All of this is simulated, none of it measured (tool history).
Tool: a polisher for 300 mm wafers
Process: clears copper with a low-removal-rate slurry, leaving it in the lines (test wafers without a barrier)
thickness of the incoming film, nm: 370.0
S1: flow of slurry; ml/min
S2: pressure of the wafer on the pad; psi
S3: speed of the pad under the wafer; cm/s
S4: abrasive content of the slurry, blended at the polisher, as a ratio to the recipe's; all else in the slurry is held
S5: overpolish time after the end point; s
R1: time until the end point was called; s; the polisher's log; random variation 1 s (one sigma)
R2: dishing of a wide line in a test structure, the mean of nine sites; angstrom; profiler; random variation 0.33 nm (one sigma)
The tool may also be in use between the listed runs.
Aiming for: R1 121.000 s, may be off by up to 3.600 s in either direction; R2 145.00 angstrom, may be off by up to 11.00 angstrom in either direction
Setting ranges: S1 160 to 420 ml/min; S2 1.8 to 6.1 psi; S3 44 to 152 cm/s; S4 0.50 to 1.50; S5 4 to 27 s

run 1 hour=0.0 | S1=270 S2=3.9 S3=98 S4=1.00 S5=14 | R1=88.464 R2=362.25
run 2 hour=8.5 | S1=270 S2=3.9 S3=98 S4=1.00 S5=17 | R1=88.800 R2=421.38
run 3 hour=17.1 | S1=270 S2=3.7 S3=98 S4=1.00 S5=15 | R1=92.180 R2=356.32
run 4 hour=18.4 | S1=270 S2=3.7 S3=80 S4=1.00 S5=15 | R1=110.910 R2=311.12
run 5 hour=20.6 | S1=270 S2=3.0 S3=80 S4=1.00 S5=15 | R1=132.830 R2=273.12
run 6 hour=28.8 | S1=270 S2=3.1 S3=80 S4=1.00 S5=13 | R1=128.440 R2=241.76
run 7 hour=30.9 | S1=270 S2=3.1 S3=80 S4=1.00 S5=11 | R1=127.740 R2=209.48
run 8 hour=35.9 | S1=270 S2=3.1 S3=80 S4=1.00 S5=10 | R1=128.780 R2=198.47
-- hour=41.7 slurry nozzle cleaned
run 9 hour=41.7 | S1=270 S2=3.1 S3=80 S4=1.00 S5=9 | R1=129.590 R2=177.05
run 10 hour=48.6 | S1=270 S2=3.1 S3=80 S4=1.00 S5=8 | R1=126.790 R2=154.78

Which of these 5 next moves meets every target?
run A hour=55.5 | S1=265 S2=4.0 S3=74 S4=0.85 S5=8 | R1=? R2=?
run B hour=55.5 | S1=195 S2=3.2 S3=90 S4=0.80 S5=7 | R1=? R2=?
run C hour=55.5 | S1=295 S2=3.6 S3=66 S4=1.05 S5=6 | R1=? R2=?
run D hour=55.5 | S1=280 S2=3.3 S3=78 S4=0.80 S5=9 | R1=? R2=?
run E hour=55.5 | S1=265 S2=2.8 S3=92 S4=0.85 S5=9 | R1=? R2=?

move=A R1=115.010 R2=170.16
move=B R1=122.080 R2=141.47
move=C R1=131.790 R2=114.02
move=D R1=130.500 R2=168.10
move=E R1=128.440 R2=169.89
A: pushes the last run's worst result past its target
B: in spec on every target
C: the biggest miss grows against the last run
D: the biggest miss grows against the last run
E: the biggest miss grows against the last run
So the answer is move B, the one that meets all the targets.
